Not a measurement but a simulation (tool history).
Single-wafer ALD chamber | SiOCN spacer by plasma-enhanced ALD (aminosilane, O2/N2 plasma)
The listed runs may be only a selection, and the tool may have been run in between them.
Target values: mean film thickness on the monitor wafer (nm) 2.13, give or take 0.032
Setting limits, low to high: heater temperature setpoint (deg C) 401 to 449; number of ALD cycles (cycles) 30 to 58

| run | hour | heater temperature setpoint (deg C) | number of ALD cycles (cycles) | mean film thickness on the monitor wafer (nm) |
|---|---|---|---|---|
| 1 | 0 | 425 | 44 | 2.419 |
| 2 | 3.8 | 425 | 40 | 2.1885 |
| 3 | 7.5 | 426 | 40 | 2.1604 |
| 4 | 11.8 | 418 | 40 | 2.2385 |
| 5 | 14.6 | 418 | 44 | 2.4605 |
| 6 | 19.3 | 420 | 44 | 2.4597 |
| 7 | 21.8 | 422 | 44 | 2.4312 |
| 8 | 23.8 | 424 | 44 | 2.4062 |
| 9 | 27.8 | 426 | 44 | 2.4079 |
| 10 | 29.9 | 426 | 44 | 2.379 |

5 candidate next runs follow, results not yet known. Just one meets every target within its allowed miss. Identify it.
| A | 32 | 438 | 49 | ? |
| B | 32 | 439 | 42 | ? |
| C | 32 | 434 | 37 | ? |
| D | 32 | 440 | 41 | ? |
| E | 32 | 426 | 42 | ? |

| move | mean film thickness on the monitor wafer (nm) |
|---|---|
| A | 2.5405 |
| B | 2.1691 |
| C | 1.9482 |
| D | 2.1092 |
| E | 2.2791 |
A: misses by more than the last run did
B: closes in on the targets versus the last run, not all within tolerance yet
C: pushes the last run's worst result past its target
D: meets every target
E: closes in on the targets versus the last run, not all within tolerance yet
The right move is D.

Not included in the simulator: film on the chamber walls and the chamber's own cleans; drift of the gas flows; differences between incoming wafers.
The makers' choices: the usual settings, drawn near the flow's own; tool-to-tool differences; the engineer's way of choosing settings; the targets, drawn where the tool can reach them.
